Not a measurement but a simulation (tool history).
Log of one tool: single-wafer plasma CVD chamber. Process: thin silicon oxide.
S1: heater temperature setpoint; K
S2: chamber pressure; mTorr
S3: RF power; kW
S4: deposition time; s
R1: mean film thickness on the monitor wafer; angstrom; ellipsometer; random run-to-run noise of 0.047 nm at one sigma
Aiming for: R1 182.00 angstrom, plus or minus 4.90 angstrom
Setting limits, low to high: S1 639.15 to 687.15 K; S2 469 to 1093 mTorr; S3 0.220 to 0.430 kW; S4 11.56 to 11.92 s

Run 1, hour 0.0: S1 663.15 K, S2 781 mTorr, S3 0.325 kW, S4 11.56 s. Result: R1 201.66 angstrom.
Run 2, hour 7.3: S1 663.15 K, S2 770 mTorr, S3 0.325 kW, S4 11.56 s. Result: R1 200.15 angstrom.
Run 3, hour 10.7: S1 663.15 K, S2 770 mTorr, S3 0.325 kW, S4 11.92 s. Result: R1 205.92 angstrom.
Run 4, hour 15.4: S1 663.15 K, S2 757 mTorr, S3 0.325 kW, S4 11.92 s. Result: R1 203.49 angstrom.
Run 5, hour 19.4: S1 657.15 K, S2 757 mTorr, S3 0.325 kW, S4 11.92 s. Result: R1 203.85 angstrom.
Run 6, hour 20.2: S1 657.15 K, S2 844 mTorr, S3 0.325 kW, S4 11.92 s. Result: R1 222.46 angstrom.
Run 7, hour 28.1: S1 657.15 K, S2 820 mTorr, S3 0.325 kW, S4 11.92 s. Result: R1 218.83 angstrom.
Run 8, hour 32.7: S1 657.15 K, S2 799 mTorr, S3 0.325 kW, S4 11.92 s. Result: R1 213.31 angstrom.
Run 9, hour 35.5: S1 657.15 K, S2 781 mTorr, S3 0.325 kW, S4 11.92 s. Result: R1 208.92 angstrom.
Run 10, hour 43.7: S1 657.15 K, S2 765 mTorr, S3 0.325 kW, S4 11.92 s. Result: R1 206.09 angstrom.
Run 11, hour 46.6: S1 657.15 K, S2 750 mTorr, S3 0.325 kW, S4 11.92 s. Result: R1 203.63 angstrom.
Run 12, hour 51.1: S1 657.15 K, S2 736 mTorr, S3 0.325 kW, S4 11.92 s. Result: R1 199.96 angstrom.
Run 13, hour 56.0: S1 657.15 K, S2 725 mTorr, S3 0.325 kW, S4 11.92 s. Result: R1 195.61 angstrom.
Run 14, hour 59.4: S1 657.15 K, S2 717 mTorr, S3 0.325 kW, S4 11.92 s. Result: R1 194.08 angstrom.

Exercise: of the 4 proposed moves below, exactly one satisfies all targets within the stated allowed misses. Which move is it?
Run A, hour 62.8: S1 657.15 K, S2 598 mTorr, S3 0.380 kW, S4 11.56 s. Result: R1 ?.
Run B, hour 62.8: S1 643.15 K, S2 675 mTorr, S3 0.295 kW, S4 11.56 s. Result: R1 ?.
Run C, hour 62.8: S1 658.15 K, S2 688 mTorr, S3 0.325 kW, S4 11.59 s. Result: R1 ?.
Run D, hour 62.8: S1 656.15 K, S2 654 mTorr, S3 0.310 kW, S4 11.56 s. Result: R1 ?.

move      R1
   A  169.82
   B  172.27
   C  181.63
   D  169.66
A: takes the biggest miss from the last run beyond its target
B: takes the biggest miss from the last run beyond its target
C: in spec on every target
D: takes the biggest miss from the last run beyond its target
Answer: C
